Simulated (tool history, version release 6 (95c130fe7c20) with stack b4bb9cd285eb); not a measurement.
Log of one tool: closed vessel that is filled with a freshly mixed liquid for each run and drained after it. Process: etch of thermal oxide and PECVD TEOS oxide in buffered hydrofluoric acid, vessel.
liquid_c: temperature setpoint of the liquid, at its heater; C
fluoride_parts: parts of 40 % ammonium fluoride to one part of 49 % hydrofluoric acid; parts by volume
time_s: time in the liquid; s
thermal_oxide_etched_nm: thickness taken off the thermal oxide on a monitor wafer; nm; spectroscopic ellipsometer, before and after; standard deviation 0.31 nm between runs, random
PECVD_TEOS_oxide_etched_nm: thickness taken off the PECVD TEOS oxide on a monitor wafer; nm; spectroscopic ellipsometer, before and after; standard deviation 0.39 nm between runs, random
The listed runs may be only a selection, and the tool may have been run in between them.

run  hour  liquid_c  fluoride_parts  time_s  thermal_oxide_etched_nm  PECVD_TEOS_oxide_etched_nm
  1   0.0      23.0            14.0      60                   50.747                      63.517
  2   5.9      23.0            12.5      60                   57.265                      71.288
  3  10.8      26.0            12.5      60                   67.082                      84.442
  4  19.6      26.0            10.0      60                   83.658                     103.380
  5  26.4      26.0            10.0      75                  103.100                     129.680
  6  30.5      25.5            10.0      75                  100.900                     126.340
  7  31.1      25.0            10.0      75                   98.450                     122.220
  8  33.4      24.5            10.0      75                   95.724                     120.140
  9  36.0      24.0            10.0      75                   92.676                     116.670
 10  37.9      23.5            10.0      75                   90.736                     113.440
 11  46.0      23.0            10.0      75                   88.619                     110.380
 12  51.5      22.5            10.0      75                   86.494                     107.840
 13  52.0      22.0            10.0      75                   83.664                     103.930
 14  54.8      21.0            10.0      75                   78.957                      98.752

Expected results for the next run?
 15  57.3      20.5            10.0      75                        ?                           ?

{"run 15": {"thermal_oxide_etched_nm": 77.07, "PECVD_TEOS_oxide_etched_nm": 95.798}}
